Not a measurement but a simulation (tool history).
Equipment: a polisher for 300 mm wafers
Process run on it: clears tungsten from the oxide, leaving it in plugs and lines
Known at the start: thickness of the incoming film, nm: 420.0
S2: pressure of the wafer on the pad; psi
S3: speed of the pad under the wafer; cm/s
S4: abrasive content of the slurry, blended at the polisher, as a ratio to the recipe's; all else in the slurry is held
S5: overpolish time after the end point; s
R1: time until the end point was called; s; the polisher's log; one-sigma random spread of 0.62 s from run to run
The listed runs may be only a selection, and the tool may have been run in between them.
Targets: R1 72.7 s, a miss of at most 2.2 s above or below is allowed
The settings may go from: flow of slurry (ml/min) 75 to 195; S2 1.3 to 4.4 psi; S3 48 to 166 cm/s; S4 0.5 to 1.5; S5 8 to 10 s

{"run": 1, "hour": 0.0, "flow of slurry (ml/min)": 125, "S2": 2.8, "S3": 106, "S4": 1, "S5": 10, "R1": 109.57}
{"run": 2, "hour": 1.8, "flow of slurry (ml/min)": 135, "S2": 3, "S3": 106, "S4": 1, "S5": 10, "R1": 100.35}
{"run": 3, "hour": 8.6, "flow of slurry (ml/min)": 135, "S2": 2.5, "S3": 106, "S4": 1, "S5": 10, "R1": 120.58}
{"run": 4, "hour": 10.1, "flow of slurry (ml/min)": 140, "S2": 2.8, "S3": 106, "S4": 1, "S5": 10, "R1": 107.96}
{"run": 5, "hour": 18.6, "flow of slurry (ml/min)": 140, "S2": 3.1, "S3": 106, "S4": 1, "S5": 10, "R1": 94.723}
{"run": 6, "hour": 24.0, "flow of slurry (ml/min)": 140, "S2": 3.1, "S3": 90, "S4": 1, "S5": 10, "R1": 114.26}
{"run": 7, "hour": 31.1, "flow of slurry (ml/min)": 170, "S2": 3.9, "S3": 92, "S4": 1, "S5": 10, "R1": 84.533}
{"run": 8, "hour": 31.9, "flow of slurry (ml/min)": 170, "S2": 4, "S3": 92, "S4": 1, "S5": 10, "R1": 83.53}
{"run": 9, "hour": 40.3, "flow of slurry (ml/min)": 170, "S2": 4.1, "S3": 92, "S4": 1, "S5": 10, "R1": 80.294}
{"run": 10, "hour": 41.1, "flow of slurry (ml/min)": 170, "S2": 4.2, "S3": 92, "S4": 1, "S5": 10, "R1": 79.465}
{"run": 11, "hour": 45.0, "flow of slurry (ml/min)": 175, "S2": 4.3, "S3": 92, "S4": 1, "S5": 10, "R1": 77.813}

Of the 5 settings listed for the next run, only one would bring every result within its allowed miss of target. Which one?
{"run": "A", "hour": 48.9, "flow of slurry (ml/min)": 170, "S2": 4, "S3": 90, "S4": 1.05, "S5": 8, "R1": "?"}
{"run": "B", "hour": 48.9, "flow of slurry (ml/min)": 195, "S2": 4.2, "S3": 86, "S4": 1.05, "S5": 8, "R1": "?"}
{"run": "C", "hour": 48.9, "flow of slurry (ml/min)": 190, "S2": 4.4, "S3": 78, "S4": 1.1, "S5": 9, "R1": "?"}
{"run": "D", "hour": 48.9, "flow of slurry (ml/min)": 195, "S2": 4, "S3": 94, "S4": 0.9, "S5": 8, "R1": "?"}
{"run": "E", "hour": 48.9, "flow of slurry (ml/min)": 160, "S2": 4.4, "S3": 98, "S4": 0.95, "S5": 10, "R1": "?"}

move=A R1=84.942
move=B R1=82.881
move=C R1=86.539
move=D R1=82.074
move=E R1=73.325
A: its largest miss is bigger than the last run's
B: its largest miss is bigger than the last run's
C: its largest miss is bigger than the last run's
D: its largest miss is bigger than the last run's
E: each result inside its tolerance
Correct choice: E, which meets every target
